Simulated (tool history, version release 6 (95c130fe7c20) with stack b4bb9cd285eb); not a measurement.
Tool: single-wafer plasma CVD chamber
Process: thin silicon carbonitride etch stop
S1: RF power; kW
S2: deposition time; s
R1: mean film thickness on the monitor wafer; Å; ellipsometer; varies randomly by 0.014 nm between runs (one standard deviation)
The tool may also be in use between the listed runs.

run 1 hour=0 | S1=0.165 S2=9.63 | R1=53.122
run 2 hour=3.7 | S1=0.165 S2=10.82 | R1=59.281
run 3 hour=12.1 | S1=0.155 S2=9.88 | R1=53.191
run 4 hour=15.5 | S1=0.145 S2=9.23 | R1=48.845
run 5 hour=19.3 | S1=0.135 S2=8.79 | R1=45.948
run 6 hour=23 | S1=0.135 S2=7.96 | R1=41.104

Run 7 is up next; what results do you expect?
run 7 hour=25.4 | S1=0.13 S2=7.89 | R1=?

Run 7 produced R1 40.967 Å.
